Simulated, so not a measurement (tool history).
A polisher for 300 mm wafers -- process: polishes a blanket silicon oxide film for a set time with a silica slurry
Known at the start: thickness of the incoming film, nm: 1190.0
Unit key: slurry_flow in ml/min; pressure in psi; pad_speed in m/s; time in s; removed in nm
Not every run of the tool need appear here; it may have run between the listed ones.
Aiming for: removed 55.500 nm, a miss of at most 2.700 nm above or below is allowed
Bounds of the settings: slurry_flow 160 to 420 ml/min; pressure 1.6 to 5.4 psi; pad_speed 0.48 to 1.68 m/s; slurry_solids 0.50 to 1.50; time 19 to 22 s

| run | day | slurry_flow | pressure | pad_speed | slurry_solids | time | removed |
|---|---|---|---|---|---|---|---|
| 1 | 0.000 | 270 | 3.5 | 1.08 | 1.00 | 22 | 75.101 |
| 2 | 0.067 | 270 | 3.5 | 1.08 | 1.10 | 22 | 77.669 |
| 3 | 0.129 | 305 | 3.5 | 1.08 | 1.10 | 22 | 78.091 |
| 4 | 0.458 | 305 | 3.2 | 1.08 | 1.10 | 22 | 72.593 |
| 5 | 0.525 | 305 | 3.9 | 1.08 | 1.10 | 22 | 83.453 |
| 6 | 0.588 | 305 | 3.5 | 1.06 | 1.10 | 22 | 79.349 |
| 7 | 0.621 | 300 | 3.2 | 1.04 | 1.10 | 22 | 71.059 |
| 8 | 0.746 | 300 | 3.0 | 1.02 | 1.10 | 22 | 65.975 |
| 9 | 0.900 | 300 | 2.9 | 1.02 | 1.10 | 22 | 64.498 |
|  | 1.242 | head pressure recalibrated |
| 10 | 1.242 | 300 | 2.8 | 1.02 | 1.10 | 22 | 60.666 |

Exercise: of the 4 proposed moves below, exactly one satisfies all targets within the stated allowed misses. Which move is it?
| A | 1.583 | 295 | 3.2 | 1.18 | 0.95 | 20 | ? |
| B | 1.583 | 295 | 3.3 | 0.96 | 1.00 | 22 | ? |
| C | 1.583 | 290 | 2.9 | 0.96 | 1.05 | 21 | ? |
| D | 1.583 | 355 | 3.3 | 0.98 | 0.85 | 22 | ? |

| move | removed |
|---|---|
| A | 63.280 |
| B | 61.477 |
| C | 54.361 |
| D | 59.866 |
A: further off than the last run
B: further off than the last run
C: hits every target within its allowed miss
D: nearer than the last run, and not there yet
So the answer is move C, the one that meets all the targets.
